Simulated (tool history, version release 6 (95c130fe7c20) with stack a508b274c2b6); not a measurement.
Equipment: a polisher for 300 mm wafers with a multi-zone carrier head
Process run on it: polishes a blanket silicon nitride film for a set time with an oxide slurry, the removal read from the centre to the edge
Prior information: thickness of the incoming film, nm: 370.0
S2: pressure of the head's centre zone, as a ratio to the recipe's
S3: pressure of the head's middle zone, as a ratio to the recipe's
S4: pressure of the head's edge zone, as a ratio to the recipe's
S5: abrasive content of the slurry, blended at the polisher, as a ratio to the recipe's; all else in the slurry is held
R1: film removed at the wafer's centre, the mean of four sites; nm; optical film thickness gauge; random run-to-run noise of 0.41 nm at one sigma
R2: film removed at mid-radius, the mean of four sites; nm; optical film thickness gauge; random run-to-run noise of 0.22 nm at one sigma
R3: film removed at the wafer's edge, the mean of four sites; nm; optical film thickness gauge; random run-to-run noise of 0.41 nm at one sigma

Run 1, day 0: flow of slurry (ml/min) 160, S2 1, S3 1, S4 1, S5 1, polishing time (s) 72. Result: R1 42.564 nm, R2 42.47 nm, R3 41.561 nm.
Run 2, day 0.104: flow of slurry (ml/min) 160, S2 1, S3 1, S4 1, S5 1.15, polishing time (s) 72. Result: R1 44.441 nm, R2 45.598 nm, R3 44.392 nm.
Run 3, day 0.242: flow of slurry (ml/min) 150, S2 0.97, S3 0.97, S4 0.99, S5 1.1, polishing time (s) 72. Result: R1 41.339 nm, R2 43.751 nm, R3 42.798 nm.
Run 4, day 0.475: flow of slurry (ml/min) 145, S2 0.96, S3 0.94, S4 1, S5 1, polishing time (s) 72. Result: R1 40.668 nm, R2 39.815 nm, R3 41.548 nm.
Run 5, day 0.533: flow of slurry (ml/min) 145, S2 0.96, S3 0.94, S4 1.04, S5 1, polishing time (s) 72. Result: R1 40.176 nm, R2 39.879 nm, R3 41.644 nm.
Run 6, day 0.658: flow of slurry (ml/min) 145, S2 0.96, S3 0.94, S4 1, S5 1, polishing time (s) 72. Result: R1 38.987 nm, R2 40.208 nm, R3 41.199 nm.
Run 7, day 0.992: flow of slurry (ml/min) 140, S2 0.96, S3 0.92, S4 0.99, S5 0.95, polishing time (s) 72. Result: R1 38.08 nm, R2 37.89 nm, R3 39.257 nm.
Run 8, day 1.021: flow of slurry (ml/min) 135, S2 0.95, S3 0.9, S4 0.98, S5 0.95, polishing time (s) 72. Result: R1 38.285 nm, R2 37.344 nm, R3 39.4 nm.
Run 9, day 1.067: flow of slurry (ml/min) 130, S2 0.93, S3 0.89, S4 0.97, S5 0.9, polishing time (s) 72. Result: R1 35.253 nm, R2 35.467 nm, R3 37.79 nm.
Run 10, day 1.404: flow of slurry (ml/min) 125, S2 0.92, S3 0.88, S4 0.96, S5 0.9, polishing time (s) 72. Result: R1 34.861 nm, R2 35.569 nm, R3 38.012 nm.
Run 11, day 1.512: flow of slurry (ml/min) 110, S2 0.89, S3 0.83, S4 0.93, S5 0.7, polishing time (s) 72. Result: R1 27.544 nm, R2 27.91 nm, R3 30.304 nm.
Run 12, day 1.858: flow of slurry (ml/min) 125, S2 0.89, S3 0.84, S4 0.95, S5 0.7, polishing time (s) 72. Result: R1 28.076 nm, R2 28.73 nm, R3 31.414 nm.

Run 13 comes next. What will it give?
Run 13, day 2.021: flow of slurry (ml/min) 135, S2 0.89, S3 0.85, S4 0.97, S5 0.7, polishing time (s) 72. Result: R1 ?, R2 ?, R3 ?.

{"run 13": {"R1": 28.303, "R2": 29.162, "R3": 31.456}}
